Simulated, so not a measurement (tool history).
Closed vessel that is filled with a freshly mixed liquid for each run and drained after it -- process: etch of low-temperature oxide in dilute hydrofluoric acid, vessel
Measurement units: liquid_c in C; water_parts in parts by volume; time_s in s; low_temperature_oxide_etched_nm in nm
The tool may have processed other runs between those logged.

| run | hour | liquid_c | water_parts | time_s | low_temperature_oxide_etched_nm |
|---|---|---|---|---|---|
| 1 | 0.0 | 23.0 | 100 | 380 | 44.103 |
| 2 | 7.0 | 23.0 | 120 | 380 | 36.514 |
| 3 | 15.7 | 22.5 | 120 | 380 | 35.786 |
| 4 | 17.6 | 22.0 | 120 | 380 | 35.249 |
| 5 | 21.0 | 22.0 | 120 | 410 | 37.365 |
| 6 | 29.9 | 21.5 | 120 | 410 | 36.735 |
| 7 | 31.4 | 21.0 | 120 | 410 | 35.439 |

Predict the results of run 8:
| 8 | 33.3 | 20.0 | 120 | 410 | ? |

low_temperature_oxide_etched_nm: 34.376 nm

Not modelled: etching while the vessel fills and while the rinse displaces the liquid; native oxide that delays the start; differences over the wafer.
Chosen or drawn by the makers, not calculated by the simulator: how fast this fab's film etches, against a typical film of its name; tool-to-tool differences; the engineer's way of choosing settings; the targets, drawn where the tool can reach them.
